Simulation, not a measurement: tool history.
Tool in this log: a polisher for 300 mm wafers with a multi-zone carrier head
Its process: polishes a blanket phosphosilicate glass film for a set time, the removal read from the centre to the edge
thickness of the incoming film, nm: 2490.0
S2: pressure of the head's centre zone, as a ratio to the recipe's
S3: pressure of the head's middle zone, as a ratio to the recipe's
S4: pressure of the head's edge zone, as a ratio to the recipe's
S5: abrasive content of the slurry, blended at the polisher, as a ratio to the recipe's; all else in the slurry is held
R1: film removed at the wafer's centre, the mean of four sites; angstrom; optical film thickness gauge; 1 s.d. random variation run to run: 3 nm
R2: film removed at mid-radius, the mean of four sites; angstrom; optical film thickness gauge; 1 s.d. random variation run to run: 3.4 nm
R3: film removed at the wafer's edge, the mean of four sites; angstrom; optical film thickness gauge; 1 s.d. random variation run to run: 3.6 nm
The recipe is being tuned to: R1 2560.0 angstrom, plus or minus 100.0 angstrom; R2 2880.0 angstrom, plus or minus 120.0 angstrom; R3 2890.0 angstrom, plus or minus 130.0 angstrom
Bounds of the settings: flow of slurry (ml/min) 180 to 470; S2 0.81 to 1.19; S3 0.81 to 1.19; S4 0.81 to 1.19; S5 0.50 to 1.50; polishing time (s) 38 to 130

Run 1, day 0.000: flow of slurry (ml/min) 300, S2 1.00, S3 1.00, S4 1.00, S5 1.00, polishing time (s) 84. Result: R1 4947.4 angstrom, R2 4945.1 angstrom, R3 4769.0 angstrom.
Run 2, day 0.171: flow of slurry (ml/min) 295, S2 0.95, S3 0.98, S4 0.99, S5 0.85, polishing time (s) 78. Result: R1 4055.3 angstrom, R2 4200.5 angstrom, R3 4153.6 angstrom.
Run 3, day 0.204: flow of slurry (ml/min) 290, S2 0.92, S3 0.97, S4 0.97, S5 0.75, polishing time (s) 73. Result: R1 3505.0 angstrom, R2 3655.1 angstrom, R3 3506.1 angstrom.
Run 4, day 0.267: flow of slurry (ml/min) 290, S2 0.92, S3 0.97, S4 0.97, S5 0.75, polishing time (s) 62. Result: R1 2910.3 angstrom, R2 3203.4 angstrom, R3 3103.9 angstrom.
Run 5, day 0.621: flow of slurry (ml/min) 285, S2 0.89, S3 0.95, S4 0.96, S5 0.75, polishing time (s) 62. Result: R1 2797.5 angstrom, R2 3087.7 angstrom, R3 3043.3 angstrom.
Run 6, day 0.892: flow of slurry (ml/min) 285, S2 0.89, S3 0.95, S4 0.96, S5 0.75, polishing time (s) 49. Result: R1 2201.3 angstrom, R2 2473.1 angstrom, R3 2418.5 angstrom.
Run 7, day 0.958: flow of slurry (ml/min) 290, S2 0.91, S3 0.97, S4 1.01, S5 0.80, polishing time (s) 49. Result: R1 2321.8 angstrom, R2 2625.6 angstrom, R3 2553.3 angstrom.
Run 8, day 1.204: flow of slurry (ml/min) 295, S2 0.92, S3 0.97, S4 1.04, S5 0.85, polishing time (s) 49. Result: R1 2400.6 angstrom, R2 2667.8 angstrom, R3 2613.2 angstrom.
Run 9, day 1.421: flow of slurry (ml/min) 295, S2 0.92, S3 0.97, S4 1.05, S5 0.90, polishing time (s) 49. Result: R1 2516.4 angstrom, R2 2724.4 angstrom, R3 2687.2 angstrom.

4 candidate next runs follow, results not yet known. Just one meets every target within its allowed miss. Identify it.
Run A, day 1.638: flow of slurry (ml/min) 295, S2 0.81, S3 0.91, S4 1.14, S5 0.55, polishing time (s) 64. Result: R1 ?, R2 ?, R3 ?.
Run B, day 1.638: flow of slurry (ml/min) 275, S2 0.89, S3 0.93, S4 1.07, S5 0.85, polishing time (s) 51. Result: R1 ?, R2 ?, R3 ?.
Run C, day 1.638: flow of slurry (ml/min) 245, S2 0.91, S3 0.98, S4 1.08, S5 0.90, polishing time (s) 52. Result: R1 ?, R2 ?, R3 ?.
Run D, day 1.638: flow of slurry (ml/min) 260, S2 0.88, S3 0.83, S4 1.07, S5 1.05, polishing time (s) 50. Result: R1 ?, R2 ?, R3 ?.

move      R1      R2      R3
   A  2364.6  2750.2  3009.1
   B  2459.2  2649.4  2767.1
   C  2581.4  2844.5  2864.7
   D  2565.4  2548.5  2932.7
A: the worst result of the last run now meets its target, but another is out of spec
B: the worst result of the last run now meets its target, but another is out of spec
C: each result inside its tolerance
D: the worst result of the last run now meets its target, but another is out of spec
C is the move that brings every result within its allowed miss.

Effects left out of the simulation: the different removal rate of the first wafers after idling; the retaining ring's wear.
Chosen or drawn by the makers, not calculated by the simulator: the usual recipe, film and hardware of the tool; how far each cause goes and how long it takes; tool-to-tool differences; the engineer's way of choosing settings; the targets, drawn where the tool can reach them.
